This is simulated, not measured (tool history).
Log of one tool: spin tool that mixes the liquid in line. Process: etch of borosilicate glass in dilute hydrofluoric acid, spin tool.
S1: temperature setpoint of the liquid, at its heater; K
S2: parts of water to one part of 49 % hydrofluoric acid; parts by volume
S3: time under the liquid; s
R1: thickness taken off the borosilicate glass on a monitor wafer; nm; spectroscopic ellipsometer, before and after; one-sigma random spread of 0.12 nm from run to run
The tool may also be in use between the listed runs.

{"run": 1, "hour": 0.0, "S1": 299.15, "S2": 205, "S3": 90, "R1": 20.122}
{"run": 2, "hour": 6.6, "S1": 297.65, "S2": 205, "S3": 90, "R1": 19.033}
{"run": 3, "hour": 12.1, "S1": 296.65, "S2": 205, "S3": 90, "R1": 18.175}
{"run": 4, "hour": 16.9, "S1": 296.65, "S2": 170, "S3": 90, "R1": 22.419}
{"run": 5, "hour": 25.7, "S1": 299.15, "S2": 170, "S3": 90, "R1": 25.039}
{"run": 6, "hour": 27.4, "S1": 297.65, "S2": 175, "S3": 90, "R1": 23.019}
{"run": 7, "hour": 31.2, "S1": 296.65, "S2": 180, "S3": 90, "R1": 21.401}
{"hour": 40.2, "done": "thermometer replaced"}
{"run": 8, "hour": 40.2, "S1": 295.65, "S2": 185, "S3": 90, "R1": 20.608}
{"run": 9, "hour": 43.9, "S1": 295.15, "S2": 190, "S3": 90, "R1": 19.672}
{"run": 10, "hour": 47.0, "S1": 294.65, "S2": 195, "S3": 90, "R1": 18.786}
{"run": 11, "hour": 55.0, "S1": 294.15, "S2": 200, "S3": 90, "R1": 17.85}
{"run": 12, "hour": 58.6, "S1": 293.65, "S2": 205, "S3": 90, "R1": 17.078}
{"run": 13, "hour": 64.7, "S1": 293.15, "S2": 205, "S3": 90, "R1": 16.703}
{"run": 14, "hour": 72.4, "S1": 292.65, "S2": 205, "S3": 90, "R1": 16.327}

What does the tool deliver on the next run?
{"run": 15, "hour": 78.6, "S1": 292.65, "S2": 205, "S3": 90, "R1": "?"}

{"run 15": {"R1": 16.27}}

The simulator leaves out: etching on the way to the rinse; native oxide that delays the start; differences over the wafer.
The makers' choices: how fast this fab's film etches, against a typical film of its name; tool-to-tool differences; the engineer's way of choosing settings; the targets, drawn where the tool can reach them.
